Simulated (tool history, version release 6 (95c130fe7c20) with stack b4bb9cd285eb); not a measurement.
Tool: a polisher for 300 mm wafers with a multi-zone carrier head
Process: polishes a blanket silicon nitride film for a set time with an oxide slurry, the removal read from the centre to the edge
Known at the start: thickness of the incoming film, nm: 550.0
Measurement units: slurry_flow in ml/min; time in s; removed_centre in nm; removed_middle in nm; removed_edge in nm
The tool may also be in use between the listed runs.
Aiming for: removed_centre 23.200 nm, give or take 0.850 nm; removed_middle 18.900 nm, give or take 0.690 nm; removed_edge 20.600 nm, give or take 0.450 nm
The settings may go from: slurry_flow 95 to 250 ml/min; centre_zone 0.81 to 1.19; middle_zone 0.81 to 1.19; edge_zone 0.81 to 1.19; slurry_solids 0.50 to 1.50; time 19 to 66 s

| run | hour | slurry_flow | centre_zone | middle_zone | edge_zone | slurry_solids | time | removed_centre | removed_middle | removed_edge |
|---|---|---|---|---|---|---|---|---|---|---|
| 1 | 0.0 | 160 | 1.00 | 1.00 | 1.00 | 1.00 | 42 | 28.958 | 28.691 | 29.659 |
| 2 | 1.6 | 150 | 1.02 | 0.96 | 0.95 | 0.85 | 42 | 28.419 | 25.934 | 26.443 |
| 3 | 7.0 | 140 | 1.00 | 0.92 | 0.93 | 0.75 | 42 | 25.830 | 23.495 | 24.406 |
| 4 | 13.0 | 130 | 1.00 | 0.89 | 0.91 | 0.70 | 42 | 23.460 | 22.056 | 23.035 |
| 5 | 14.1 | 125 | 1.03 | 0.86 | 0.90 | 0.65 | 42 | 23.755 | 20.028 | 22.114 |
| 6 | 16.3 | 125 | 1.03 | 0.86 | 0.90 | 0.65 | 33 | 18.322 | 16.029 | 17.343 |
| 7 | 20.3 | 155 | 1.04 | 0.87 | 0.93 | 0.65 | 33 | 19.458 | 16.711 | 17.817 |
| 8 | 28.9 | 170 | 1.06 | 0.89 | 0.99 | 0.65 | 33 | 19.942 | 16.980 | 18.836 |
| 9 | 37.7 | 185 | 1.08 | 0.91 | 1.01 | 0.65 | 33 | 20.780 | 17.258 | 18.921 |
| 10 | 41.8 | 195 | 1.09 | 0.93 | 1.03 | 0.65 | 33 | 20.844 | 18.001 | 19.207 |
| 11 | 45.1 | 200 | 1.11 | 0.94 | 1.05 | 0.65 | 33 | 21.386 | 18.223 | 19.380 |
| 12 | 48.1 | 205 | 1.13 | 0.94 | 1.07 | 0.65 | 33 | 21.873 | 18.052 | 19.718 |
| 13 | 51.4 | 210 | 1.14 | 0.95 | 1.08 | 0.65 | 33 | 22.230 | 18.121 | 19.842 |
| 14 | 55.0 | 215 | 1.15 | 0.96 | 1.09 | 0.65 | 33 | 22.699 | 18.442 | 19.821 |
| 15 | 62.0 | 220 | 1.15 | 0.96 | 1.10 | 0.65 | 33 | 21.998 | 18.564 | 19.913 |
|  | 65.6 | worn pad replaced by a new one |
| 16 | 65.6 | 220 | 1.16 | 0.96 | 1.11 | 0.65 | 33 | 25.688 | 21.210 | 23.025 |
| 17 | 73.2 | 215 | 1.15 | 0.95 | 1.09 | 0.65 | 33 | 25.483 | 20.796 | 22.755 |
| 18 | 78.2 | 200 | 1.15 | 0.95 | 1.08 | 0.65 | 33 | 25.312 | 20.505 | 22.269 |
| 19 | 85.4 | 205 | 1.15 | 0.95 | 1.08 | 0.65 | 33 | 25.455 | 20.329 | 22.483 |
| 20 | 90.9 | 210 | 1.15 | 0.95 | 1.08 | 0.65 | 33 | 25.371 | 20.809 | 22.548 |

Pick the move, out of 4, that brings all results within their allowed miss; only one does.
| A | 96.4 | 165 | 1.05 | 1.04 | 1.07 | 0.50 | 36 | ? | ? | ? |
| B | 96.4 | 195 | 1.08 | 1.02 | 1.07 | 0.70 | 31 | ? | ? | ? |
| C | 96.4 | 250 | 1.16 | 0.97 | 1.12 | 0.55 | 32 | ? | ? | ? |
| D | 96.4 | 210 | 1.05 | 0.96 | 1.11 | 1.00 | 24 | ? | ? | ? |

| move | removed_centre | removed_middle | removed_edge |
|---|---|---|---|
| A | 21.020 | 20.038 | 20.680 |
| B | 23.291 | 21.255 | 22.094 |
| C | 23.164 | 18.984 | 20.720 |
| D | 21.185 | 19.125 | 21.008 |
A: the furthest-off result lands on target, but another misses its tolerance
B: moves toward the targets from the last run without getting all of them in spec
C: meets every target
D: the furthest-off result lands on target, but another misses its tolerance
C meets every target.

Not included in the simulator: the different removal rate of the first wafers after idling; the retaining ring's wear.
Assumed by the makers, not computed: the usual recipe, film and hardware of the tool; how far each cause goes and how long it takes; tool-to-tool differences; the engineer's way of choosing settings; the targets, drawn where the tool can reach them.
